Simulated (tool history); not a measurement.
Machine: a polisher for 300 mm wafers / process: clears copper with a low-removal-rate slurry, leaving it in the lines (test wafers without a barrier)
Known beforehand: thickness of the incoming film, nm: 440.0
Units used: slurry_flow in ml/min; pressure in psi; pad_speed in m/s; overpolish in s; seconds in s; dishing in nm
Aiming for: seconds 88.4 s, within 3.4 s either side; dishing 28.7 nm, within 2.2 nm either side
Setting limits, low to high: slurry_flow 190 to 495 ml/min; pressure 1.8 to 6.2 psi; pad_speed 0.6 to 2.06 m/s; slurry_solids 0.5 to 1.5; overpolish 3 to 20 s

Run 1, hour 0: slurry_flow 320 ml/min, pressure 4 psi, pad_speed 1.32 m/s, slurry_solids 1, overpolish 10 s. Result: seconds 67.308 s, dishing 40.644 nm.
Run 2, hour 4.2: slurry_flow 320 ml/min, pressure 4.8 psi, pad_speed 1.32 m/s, slurry_solids 1, overpolish 10 s. Result: seconds 57.279 s, dishing 47.385 nm.
Run 3, hour 8.5: slurry_flow 320 ml/min, pressure 4.2 psi, pad_speed 1.32 m/s, slurry_solids 1, overpolish 10 s. Result: seconds 65.95 s, dishing 42.587 nm.
Run 4, hour 13.7: slurry_flow 320 ml/min, pressure 4.2 psi, pad_speed 1.32 m/s, slurry_solids 1, overpolish 8 s. Result: seconds 63.506 s, dishing 37.092 nm.
Run 5, hour 20.3: slurry_flow 320 ml/min, pressure 3.8 psi, pad_speed 1.32 m/s, slurry_solids 1, overpolish 8 s. Result: seconds 71.979 s, dishing 32.888 nm.
Run 6, hour 25.9: slurry_flow 320 ml/min, pressure 3.6 psi, pad_speed 1.32 m/s, slurry_solids 1, overpolish 8 s. Result: seconds 75.89 s, dishing 32.684 nm.
Run 7, hour 27.1: slurry_flow 320 ml/min, pressure 3.4 psi, pad_speed 1.32 m/s, slurry_solids 1, overpolish 8 s. Result: seconds 79.504 s, dishing 31.122 nm.
Run 8, hour 34.1: slurry_flow 320 ml/min, pressure 3.3 psi, pad_speed 1.32 m/s, slurry_solids 1, overpolish 8 s. Result: seconds 81.673 s, dishing 29.436 nm.
Run 9, hour 35.4: slurry_flow 320 ml/min, pressure 3.2 psi, pad_speed 1.32 m/s, slurry_solids 1, overpolish 8 s. Result: seconds 82.666 s, dishing 28.99 nm.

Below are 5 possible settings for the next run. Only one of them brings all results inside the allowed miss of their targets. Which is it?
Run A, hour 36.7: slurry_flow 245 ml/min, pressure 3.4 psi, pad_speed 1.04 m/s, slurry_solids 1.15, overpolish 9 s. Result: seconds ?, dishing ?.
Run B, hour 36.7: slurry_flow 320 ml/min, pressure 3.5 psi, pad_speed 1.34 m/s, slurry_solids 0.9, overpolish 7 s. Result: seconds ?, dishing ?.
Run C, hour 36.7: slurry_flow 330 ml/min, pressure 3 psi, pad_speed 1.56 m/s, slurry_solids 1.05, overpolish 6 s. Result: seconds ?, dishing ?.
Run D, hour 36.7: slurry_flow 305 ml/min, pressure 3.1 psi, pad_speed 1.36 m/s, slurry_solids 0.85, overpolish 8 s. Result: seconds ?, dishing ?.
Run E, hour 36.7: slurry_flow 340 ml/min, pressure 3.2 psi, pad_speed 1.4 m/s, slurry_solids 1.05, overpolish 7 s. Result: seconds ?, dishing ?.

move  seconds  dishing
   A   98.305   28.482
   B   78.595   27.865
   C   75.788   25.156
   D   88.197    28.19
   E   78.911   27.704
A: takes the result that was furthest off past its target
B: moves away from the targets compared with the last run
C: moves away from the targets compared with the last run
D: each result inside its tolerance
E: moves away from the targets compared with the last run
D is the move that brings every result within its allowed miss.

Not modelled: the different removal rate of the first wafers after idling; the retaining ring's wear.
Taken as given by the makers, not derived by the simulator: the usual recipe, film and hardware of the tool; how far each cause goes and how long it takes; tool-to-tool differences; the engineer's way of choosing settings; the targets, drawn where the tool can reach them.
